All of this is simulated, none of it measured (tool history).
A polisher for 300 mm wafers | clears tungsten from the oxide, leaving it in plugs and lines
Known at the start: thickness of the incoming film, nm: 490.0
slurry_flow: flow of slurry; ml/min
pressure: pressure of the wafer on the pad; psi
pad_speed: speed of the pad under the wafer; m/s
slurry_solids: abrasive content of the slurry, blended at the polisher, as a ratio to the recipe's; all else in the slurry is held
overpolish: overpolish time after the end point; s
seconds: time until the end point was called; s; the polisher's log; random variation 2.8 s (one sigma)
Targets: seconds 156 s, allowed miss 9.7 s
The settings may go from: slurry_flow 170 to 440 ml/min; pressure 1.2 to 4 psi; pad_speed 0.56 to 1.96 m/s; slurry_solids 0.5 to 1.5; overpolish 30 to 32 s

run	hour	slurry_flow	pressure	pad_speed	slurry_solids	overpolish	seconds
1	0	280	2.6	1.26	1	30	95.463
2	1.3	280	2.6	1.26	1	30	94.527
3	7.4	280	2.6	1.26	0.85	30	94.047
4	9.9	280	2.6	1.26	0.85	32	98.321
5	14	280	2.4	1.24	0.85	32	103.76
6	18.1	280	2.2	1.22	0.85	32	116.52
7	25.8	280	2.1	1.22	0.85	32	121.34
8	31.2	280	2	1.22	0.85	32	127.34
9	31.8	280	1.9	1.22	0.85	32	138.57
10	33.3	280	1.8	1.22	0.85	32	140.98

4 next moves are on the table. One of them brings every result within its allowed miss. Which?
A	34.8	300	1.5	1.1	0.9	30	?
B	34.8	315	1.7	1.14	0.9	32	?
C	34.8	375	1.7	1.36	0.95	30	?
D	34.8	270	1.3	1.24	0.95	32	?

move	seconds
A	178.6
B	152.46
C	125.53
D	182.45
A: takes the result that was furthest off past its target
B: meets every target
C: further off than the last run
D: takes the result that was furthest off past its target
The right move is B.

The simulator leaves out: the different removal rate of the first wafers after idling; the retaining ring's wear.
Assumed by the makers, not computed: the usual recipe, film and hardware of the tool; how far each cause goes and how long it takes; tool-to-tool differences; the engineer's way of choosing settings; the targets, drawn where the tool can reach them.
